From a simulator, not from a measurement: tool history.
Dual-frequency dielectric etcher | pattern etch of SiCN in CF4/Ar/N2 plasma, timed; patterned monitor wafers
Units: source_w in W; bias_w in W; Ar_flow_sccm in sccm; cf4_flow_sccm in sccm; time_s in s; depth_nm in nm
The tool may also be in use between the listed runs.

Run 1, hour 0.0: source_w 580 W, bias_w 55 W, Ar_flow_sccm 102 sccm, cf4_flow_sccm 54 sccm, time_s 84.0 s. Result: depth_nm 81.339 nm.
Run 2, hour 1.1: source_w 610 W, bias_w 55 W, Ar_flow_sccm 102 sccm, cf4_flow_sccm 54 sccm, time_s 84.0 s. Result: depth_nm 85.728 nm.
Run 3, hour 8.6: source_w 630 W, bias_w 55 W, Ar_flow_sccm 102 sccm, cf4_flow_sccm 54 sccm, time_s 84.0 s. Result: depth_nm 87.711 nm.
Run 4, hour 15.1: source_w 650 W, bias_w 55 W, Ar_flow_sccm 102 sccm, cf4_flow_sccm 54 sccm, time_s 84.0 s. Result: depth_nm 91.426 nm.
Run 5, hour 16.8: source_w 650 W, bias_w 55 W, Ar_flow_sccm 116 sccm, cf4_flow_sccm 54 sccm, time_s 84.0 s. Result: depth_nm 90.249 nm.
Run 6, hour 22.0: source_w 660 W, bias_w 55 W, Ar_flow_sccm 116 sccm, cf4_flow_sccm 54 sccm, time_s 84.0 s. Result: depth_nm 90.667 nm.
Run 7, hour 28.6: source_w 670 W, bias_w 55 W, Ar_flow_sccm 116 sccm, cf4_flow_sccm 54 sccm, time_s 84.0 s. Result: depth_nm 92.684 nm.

Predict the results of run 8:
Run 8, hour 31.1: source_w 680 W, bias_w 55 W, Ar_flow_sccm 116 sccm, cf4_flow_sccm 54 sccm, time_s 84.0 s. Result: depth_nm ?.

{"run 8": {"depth_nm": 93.859}}

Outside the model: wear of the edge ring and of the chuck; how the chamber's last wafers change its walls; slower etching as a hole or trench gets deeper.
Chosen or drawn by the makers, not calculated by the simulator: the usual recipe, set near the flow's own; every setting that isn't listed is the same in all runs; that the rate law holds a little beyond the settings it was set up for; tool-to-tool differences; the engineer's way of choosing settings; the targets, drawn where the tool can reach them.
